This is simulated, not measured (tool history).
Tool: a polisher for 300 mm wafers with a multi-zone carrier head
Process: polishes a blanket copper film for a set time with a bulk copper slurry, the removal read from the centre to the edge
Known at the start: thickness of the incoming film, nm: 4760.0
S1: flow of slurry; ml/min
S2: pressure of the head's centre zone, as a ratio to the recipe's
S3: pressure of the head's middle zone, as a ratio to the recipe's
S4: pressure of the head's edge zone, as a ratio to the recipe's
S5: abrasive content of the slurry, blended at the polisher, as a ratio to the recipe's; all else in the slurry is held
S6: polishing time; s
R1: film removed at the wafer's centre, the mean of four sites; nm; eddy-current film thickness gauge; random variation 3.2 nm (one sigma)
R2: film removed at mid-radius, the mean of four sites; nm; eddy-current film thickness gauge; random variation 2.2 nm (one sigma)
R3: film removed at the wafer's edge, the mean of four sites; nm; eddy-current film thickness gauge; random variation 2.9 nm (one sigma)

run,hour,S1,S2,S3,S4,S5,S6,R1,R2,R3
1,0,135,1,1,1,1,55,417.37,412.06,421.36
2,4.2,135,1,1,1,1,66,500.88,491.23,503.27
3,5.4,130,1,0.97,0.97,0.9,63,452.62,448.87,469.35
4,12.3,130,1.02,0.96,0.95,0.8,59,428.23,415.26,420.67
5,16.3,125,1.03,0.93,0.94,0.75,57,417.03,379.26,402.84
6,22.5,120,1.02,0.92,0.92,0.7,55,388.97,355.22,375.7
7,29.6,115,1.01,0.91,0.9,0.65,54,368.52,344.19,360.18
8,37.2,110,1.01,0.9,0.89,0.6,53,349.32,322.13,347.31
9,39.3,105,1.01,0.9,0.88,0.6,53,351.47,319.76,338.76
10,47.4,100,1.01,0.89,0.87,0.6,53,337.75,312.59,336.71
11,52.4,100,1.01,0.89,0.87,0.6,53,338.31,311.01,334.68
12,57.4,95,1.01,0.89,0.86,0.6,53,330.19,307.89,323

The next listed run, before its measurement:
13,62.2,95,1.01,0.88,0.86,0.6,53,?,?,?

R1: 331.59 nm
R2: 306.06 nm
R3: 329.48 nm
